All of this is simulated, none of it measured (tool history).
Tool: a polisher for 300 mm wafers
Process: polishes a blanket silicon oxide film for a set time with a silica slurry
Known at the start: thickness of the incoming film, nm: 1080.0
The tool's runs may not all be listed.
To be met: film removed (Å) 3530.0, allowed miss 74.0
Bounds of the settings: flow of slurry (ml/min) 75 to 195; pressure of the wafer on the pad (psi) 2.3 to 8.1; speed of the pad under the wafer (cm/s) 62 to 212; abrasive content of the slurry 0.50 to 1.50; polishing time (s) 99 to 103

run	hour	flow of slurry (ml/min)	pressure of the wafer on the pad (psi)	speed of the pad under the wafer (cm/s)	abrasive content of the slurry	polishing time (s)	film removed (Å)
1	0.0	125	5.2	136	1.00	99	5682.5
2	6.0	115	4.5	136	1.00	99	4855.7
3	8.6	115	4.0	136	1.00	99	4292.2
4	11.0	115	5.0	136	1.00	99	5359.6
5	15.9	115	4.1	136	1.00	99	4455.6
6	19.9	115	4.1	166	1.00	99	4962.3
7	23.3	105	3.7	166	1.00	99	4360.5
8	30.1	95	3.5	166	1.00	99	4027.9
9	38.4	75	3.0	166	1.00	99	3214.3
10	43.2	80	3.0	166	1.00	99	3293.0
11	48.7	85	3.0	166	1.00	99	3386.1
12	56.0	90	3.0	166	1.00	99	3449.0

4 next moves are on the table. One of them brings every result within its allowed miss. Which?
A	63.3	75	3.2	176	1.05	100	?
B	63.3	95	3.0	158	1.10	99	?
C	63.3	110	3.1	160	0.95	103	?
D	63.3	75	3.2	176	1.10	99	?

move	film removed (Å)
A	3679.6
B	3557.3
C	3710.9
D	3726.7
A: takes the result that was furthest off past its target
B: meets every target
C: takes the result that was furthest off past its target
D: takes the result that was furthest off past its target
The right move is B.
